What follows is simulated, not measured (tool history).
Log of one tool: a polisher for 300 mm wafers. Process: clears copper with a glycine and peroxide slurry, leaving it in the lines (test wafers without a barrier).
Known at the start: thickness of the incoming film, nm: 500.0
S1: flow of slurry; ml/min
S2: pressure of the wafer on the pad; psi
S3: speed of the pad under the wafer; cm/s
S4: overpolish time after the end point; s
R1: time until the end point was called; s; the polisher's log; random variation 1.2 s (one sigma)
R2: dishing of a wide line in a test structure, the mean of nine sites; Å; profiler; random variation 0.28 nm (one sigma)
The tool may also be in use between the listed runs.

run	hour	S1	S2	S3	S4	R1	R2
1	0.0	260	3.3	104	21	83.766	299.10
2	5.6	225	2.7	116	16	91.880	292.13
3	9.8	285	2.5	114	13	97.773	272.37
4	17.4	325	2.2	124	11	100.380	251.06
5	18.5	325	2.2	136	11	92.451	256.43
6	20.3	325	2.2	118	11	103.640	252.66
7	21.2	350	2.0	128	9	103.900	224.93
8	24.7	370	1.8	136	8	106.590	213.45
9	32.5	380	1.7	144	7	106.030	191.41

Run 10 comes next. What will it give?
10	35.5	380	1.7	144	7	?	?

{"run 10": {"R1": 105.31, "R2": 192.22}}

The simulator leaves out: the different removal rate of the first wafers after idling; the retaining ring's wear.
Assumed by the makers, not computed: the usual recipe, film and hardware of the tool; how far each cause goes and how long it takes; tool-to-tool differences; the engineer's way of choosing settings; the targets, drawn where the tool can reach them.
